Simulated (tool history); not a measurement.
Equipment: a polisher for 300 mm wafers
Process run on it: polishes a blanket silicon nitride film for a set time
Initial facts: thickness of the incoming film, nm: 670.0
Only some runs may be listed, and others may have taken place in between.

run	hour	flow of slurry (ml/min)	pressure of the wafer on the pad (psi)	speed of the pad under the wafer (m/s)	polishing time (s)	film removed (Å)
1	0	190	2.3	1.06	22	201.44
2	7.8	170	2.3	1.06	22	200.06
3	15	170	2.3	1.06	22	198.38
4	22.1	165	2.2	1.06	22	187.19
5	27.4	165	2.2	1.26	22	206.35
6	30.5	205	2.2	1.26	22	213.94
7	34	200	2.1	1.26	22	202.8
8	37.3	200	2.1	1.26	22	203.19
9	43.6	175	1.6	1.26	22	154.43
10	50.7	180	1.6	1.26	22	154.19
11	52.6	185	1.6	1.26	22	155.56
12	55.1	190	1.6	1.26	22	156.95
13	58.8	195	1.6	1.26	22	156.46
14	66.7	200	1.6	1.26	22	157.92
15	67.6	205	1.6	1.26	22	158.02

Estimate the outcome of run 16 from the log above:
16	74.3	210	1.6	1.26	22	?

{"run 16": {"film removed (Å)": 158.38}}
